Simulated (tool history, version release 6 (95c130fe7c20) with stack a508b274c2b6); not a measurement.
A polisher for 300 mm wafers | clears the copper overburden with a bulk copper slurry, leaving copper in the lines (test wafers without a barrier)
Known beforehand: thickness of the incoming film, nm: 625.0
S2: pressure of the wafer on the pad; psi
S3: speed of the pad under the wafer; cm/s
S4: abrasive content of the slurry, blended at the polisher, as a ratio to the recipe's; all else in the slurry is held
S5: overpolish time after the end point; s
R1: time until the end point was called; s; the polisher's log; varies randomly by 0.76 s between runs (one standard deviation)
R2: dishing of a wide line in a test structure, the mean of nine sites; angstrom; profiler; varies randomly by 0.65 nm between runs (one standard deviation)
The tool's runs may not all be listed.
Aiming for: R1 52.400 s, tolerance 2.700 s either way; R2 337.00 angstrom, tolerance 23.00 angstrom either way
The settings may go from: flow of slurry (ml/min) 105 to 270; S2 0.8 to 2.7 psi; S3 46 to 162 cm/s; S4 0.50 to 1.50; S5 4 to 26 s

Run 1, hour 0.0: flow of slurry (ml/min) 175, S2 1.7 psi, S3 104 cm/s, S4 1.00, S5 13 s. Result: R1 94.706 s, R2 543.97 angstrom.
Run 2, hour 6.3: flow of slurry (ml/min) 180, S2 1.7 psi, S3 120 cm/s, S4 1.00, S5 10 s. Result: R1 85.420 s, R2 476.89 angstrom.
Run 3, hour 12.1: flow of slurry (ml/min) 205, S2 1.7 psi, S3 132 cm/s, S4 1.15, S5 8 s. Result: R1 73.668 s, R2 442.53 angstrom.
Run 4, hour 13.1: flow of slurry (ml/min) 240, S2 1.7 psi, S3 132 cm/s, S4 1.15, S5 8 s. Result: R1 73.592 s, R2 467.23 angstrom.
Run 5, hour 21.9: flow of slurry (ml/min) 200, S2 1.7 psi, S3 142 cm/s, S4 1.25, S5 7 s. Result: R1 67.043 s, R2 429.61 angstrom.
Run 6, hour 28.1: flow of slurry (ml/min) 245, S2 1.7 psi, S3 142 cm/s, S4 1.25, S5 7 s. Result: R1 64.582 s, R2 436.08 angstrom.
Run 7, hour 29.2: flow of slurry (ml/min) 250, S2 1.7 psi, S3 148 cm/s, S4 1.35, S5 6 s. Result: R1 61.756 s, R2 397.81 angstrom.
Run 8, hour 30.9: flow of slurry (ml/min) 255, S2 1.7 psi, S3 152 cm/s, S4 1.40, S5 5 s. Result: R1 59.619 s, R2 352.33 angstrom.
Run 9, hour 38.4: flow of slurry (ml/min) 255, S2 1.7 psi, S3 154 cm/s, S4 1.45, S5 5 s. Result: R1 59.351 s, R2 372.02 angstrom.
Run 10, hour 43.9: flow of slurry (ml/min) 260, S2 1.7 psi, S3 156 cm/s, S4 1.45, S5 5 s. Result: R1 58.209 s, R2 356.33 angstrom.
Run 11, hour 44.9: flow of slurry (ml/min) 265, S2 1.7 psi, S3 158 cm/s, S4 1.45, S5 5 s. Result: R1 55.679 s, R2 367.36 angstrom.
Run 12, hour 50.6: flow of slurry (ml/min) 265, S2 1.7 psi, S3 160 cm/s, S4 1.45, S5 5 s. Result: R1 55.414 s, R2 372.87 angstrom.

Pick the move, out of 4, that brings all results within their allowed miss; only one does.
Run A, hour 56.3: flow of slurry (ml/min) 270, S2 1.6 psi, S3 148 cm/s, S4 1.50, S5 6 s. Result: R1 ?, R2 ?.
Run B, hour 56.3: flow of slurry (ml/min) 255, S2 1.6 psi, S3 160 cm/s, S4 1.45, S5 4 s. Result: R1 ?, R2 ?.
Run C, hour 56.3: flow of slurry (ml/min) 270, S2 1.8 psi, S3 162 cm/s, S4 1.50, S5 4 s. Result: R1 ?, R2 ?.
Run D, hour 56.3: flow of slurry (ml/min) 270, S2 1.7 psi, S3 152 cm/s, S4 1.35, S5 6 s. Result: R1 ?, R2 ?.

move      R1      R2
   A  64.435  412.14
   B  60.829  306.32
   C  53.665  343.53
   D  61.247  431.42
A: lands further from the targets than the last run did
B: the result that was furthest off in the last run now lies on the other side of its target
C: every result lands within tolerance
D: lands further from the targets than the last run did
The right move is C.

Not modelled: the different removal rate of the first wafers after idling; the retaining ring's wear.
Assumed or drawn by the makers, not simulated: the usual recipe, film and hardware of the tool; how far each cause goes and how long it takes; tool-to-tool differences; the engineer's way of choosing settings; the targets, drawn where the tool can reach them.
